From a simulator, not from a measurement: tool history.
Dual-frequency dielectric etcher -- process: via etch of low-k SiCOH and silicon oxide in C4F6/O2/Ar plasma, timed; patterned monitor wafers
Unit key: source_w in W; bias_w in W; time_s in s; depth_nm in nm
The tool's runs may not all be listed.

run 1 day=0.000 | source_w=380 bias_w=201 time_s=32.0 | depth_nm=81.436
run 2 day=0.338 | source_w=380 bias_w=183 time_s=32.0 | depth_nm=78.088
run 3 day=0.512 | source_w=380 bias_w=219 time_s=32.0 | depth_nm=83.426
run 4 day=0.875 | source_w=340 bias_w=195 time_s=31.5 | depth_nm=74.473
run 5 day=1.029 | source_w=310 bias_w=189 time_s=31.5 | depth_nm=70.340
run 6 day=1.058 | source_w=290 bias_w=186 time_s=31.5 | depth_nm=67.099

Expected results for the next run?
run 7 day=1.208 | source_w=270 bias_w=185 time_s=31.5 | depth_nm=?

For run 7 the tool returned depth_nm 63.950 nm.

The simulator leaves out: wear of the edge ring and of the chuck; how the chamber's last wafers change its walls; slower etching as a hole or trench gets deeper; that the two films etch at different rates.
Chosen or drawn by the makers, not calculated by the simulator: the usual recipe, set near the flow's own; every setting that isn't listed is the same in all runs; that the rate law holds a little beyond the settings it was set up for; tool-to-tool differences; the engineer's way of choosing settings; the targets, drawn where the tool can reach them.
